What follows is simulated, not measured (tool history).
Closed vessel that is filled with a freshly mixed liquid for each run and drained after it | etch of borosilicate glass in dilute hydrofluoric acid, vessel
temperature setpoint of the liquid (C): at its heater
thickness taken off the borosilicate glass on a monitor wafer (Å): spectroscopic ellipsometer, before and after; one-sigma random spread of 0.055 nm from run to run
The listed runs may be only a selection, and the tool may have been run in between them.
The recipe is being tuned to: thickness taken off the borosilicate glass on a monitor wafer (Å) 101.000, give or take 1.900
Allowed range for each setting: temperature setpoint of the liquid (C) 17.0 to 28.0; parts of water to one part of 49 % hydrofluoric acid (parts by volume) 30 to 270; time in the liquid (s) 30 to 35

run,hour,temperature setpoint of the liquid (C),parts of water to one part of 49 % hydrofluoric acid (parts by volume),time in the liquid (s),thickness taken off the borosilicate glass on a monitor wafer (Å)
1,0.0,20.0,150,35,41.345
2,2.8,20.0,195,35,30.552
3,5.8,22.5,155,35,44.413
4,11.4,22.5,100,35,73.003
5,16.4,22.5,60,35,126.770
6,21.2,22.5,110,35,64.900
7,29.9,22.5,95,35,77.013
8,38.2,24.0,90,35,86.416
9,42.4,25.0,85,35,96.445
10,46.1,25.5,85,35,97.513

Exercise: of the 4 proposed moves below, exactly one satisfies all targets within the stated allowed misses. Which move is it?
A,49.8,27.5,85,35,?
B,49.8,27.0,85,35,?
C,49.8,28.0,90,35,?
D,49.8,26.0,80,35,?

move,thickness taken off the borosilicate glass on a monitor wafer (Å)
A,105.510
B,103.470
C,100.900
D,106.420
A: takes the biggest miss from the last run beyond its target
B: takes the biggest miss from the last run beyond its target
C: every result lands within tolerance
D: takes the biggest miss from the last run beyond its target
So the answer is move C, the one that meets all the targets.

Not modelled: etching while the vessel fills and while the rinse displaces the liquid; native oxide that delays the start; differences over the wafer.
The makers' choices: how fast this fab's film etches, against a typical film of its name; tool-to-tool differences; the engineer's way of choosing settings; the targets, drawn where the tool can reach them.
